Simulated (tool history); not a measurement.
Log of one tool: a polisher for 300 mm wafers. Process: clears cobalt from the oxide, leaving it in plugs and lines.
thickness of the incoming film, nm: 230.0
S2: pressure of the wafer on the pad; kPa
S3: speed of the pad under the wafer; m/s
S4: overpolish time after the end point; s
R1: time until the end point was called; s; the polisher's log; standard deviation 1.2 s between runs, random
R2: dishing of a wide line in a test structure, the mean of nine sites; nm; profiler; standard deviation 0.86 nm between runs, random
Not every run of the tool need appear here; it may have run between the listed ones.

run 1 hour=0.0 | flow_of_slurry_(ml/min)=295 S2=15.2 S3=0.76 S4=28 | R1=51.352 R2=50.484
run 2 hour=2.4 | flow_of_slurry_(ml/min)=295 S2=15.2 S3=0.82 S4=28 | R1=48.900 R2=52.334
run 3 hour=11.2 | flow_of_slurry_(ml/min)=295 S2=18.6 S3=0.82 S4=28 | R1=41.821 R2=55.193
run 4 hour=15.9 | flow_of_slurry_(ml/min)=295 S2=15.2 S3=0.80 S4=31 | R1=48.657 R2=53.603
run 5 hour=23.8 | flow_of_slurry_(ml/min)=295 S2=12.4 S3=0.78 S4=34 | R1=58.445 R2=53.047
run 6 hour=26.2 | flow_of_slurry_(ml/min)=355 S2=12.4 S3=0.78 S4=34 | R1=57.905 R2=54.966

Run 7 has not been measured yet. What should we expect?
run 7 hour=30.9 | flow_of_slurry_(ml/min)=355 S2=12.4 S3=0.78 S4=34 | R1=? R2=?

For run 7 the tool returned R1 58.118 s, R2 51.311 nm.

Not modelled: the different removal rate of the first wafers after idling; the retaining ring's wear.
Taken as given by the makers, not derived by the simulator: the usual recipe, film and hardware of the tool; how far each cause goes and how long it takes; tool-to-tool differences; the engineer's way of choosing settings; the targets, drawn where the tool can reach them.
